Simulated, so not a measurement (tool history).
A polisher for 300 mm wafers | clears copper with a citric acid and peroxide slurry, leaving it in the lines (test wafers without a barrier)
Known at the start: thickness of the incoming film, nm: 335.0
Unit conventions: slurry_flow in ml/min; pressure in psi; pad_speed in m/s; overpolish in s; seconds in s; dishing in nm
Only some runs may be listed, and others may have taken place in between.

Run 1, hour 0.0: slurry_flow 235 ml/min, pressure 3.5 psi, pad_speed 1.04 m/s, slurry_solids 1.00, overpolish 9 s. Result: seconds 148.04 s, dishing 13.836 nm.
Run 2, hour 7.9: slurry_flow 235 ml/min, pressure 3.5 psi, pad_speed 1.04 m/s, slurry_solids 1.00, overpolish 11 s. Result: seconds 149.47 s, dishing 16.397 nm.
Run 3, hour 13.7: slurry_flow 235 ml/min, pressure 3.3 psi, pad_speed 1.04 m/s, slurry_solids 1.00, overpolish 11 s. Result: seconds 158.24 s, dishing 15.142 nm.
Run 4, hour 20.0: slurry_flow 255 ml/min, pressure 3.3 psi, pad_speed 1.04 m/s, slurry_solids 1.00, overpolish 11 s. Result: seconds 157.51 s, dishing 16.201 nm.
Run 5, hour 25.3: slurry_flow 255 ml/min, pressure 3.3 psi, pad_speed 1.04 m/s, slurry_solids 1.15, overpolish 11 s. Result: seconds 152.98 s, dishing 16.285 nm.
Run 6, hour 26.6: slurry_flow 255 ml/min, pressure 2.6 psi, pad_speed 1.04 m/s, slurry_solids 1.15, overpolish 11 s. Result: seconds 189.47 s, dishing 12.536 nm.

Predict the results of run 7:
Run 7, hour 34.8: slurry_flow 250 ml/min, pressure 2.2 psi, pad_speed 1.02 m/s, slurry_solids 1.15, overpolish 12 s. Result: seconds ?, dishing ?.

Run 7 came out at seconds 226.19 s, dishing 11.938 nm.

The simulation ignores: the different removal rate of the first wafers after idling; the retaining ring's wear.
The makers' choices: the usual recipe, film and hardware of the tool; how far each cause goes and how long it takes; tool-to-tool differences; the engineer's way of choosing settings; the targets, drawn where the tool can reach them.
